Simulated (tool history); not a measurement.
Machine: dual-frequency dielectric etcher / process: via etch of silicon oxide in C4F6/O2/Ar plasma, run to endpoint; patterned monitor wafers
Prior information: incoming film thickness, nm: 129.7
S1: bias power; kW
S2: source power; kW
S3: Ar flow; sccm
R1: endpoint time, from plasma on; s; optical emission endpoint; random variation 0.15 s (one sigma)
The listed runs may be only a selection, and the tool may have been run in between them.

run	hour	S1	S2	S3	R1
1	0.0	0.595	0.330	315	29.908
2	6.4	0.595	0.350	315	28.730
3	10.4	0.624	0.350	315	28.316
4	17.9	0.647	0.350	315	28.172
5	20.9	0.647	0.320	315	29.041
6	23.4	0.540	0.320	315	31.062
7	26.1	0.599	0.330	313	29.907

Run 8 is up next; what results do you expect?
8	30.1	0.643	0.330	313	?

Run 8 produced R1 29.042 s.
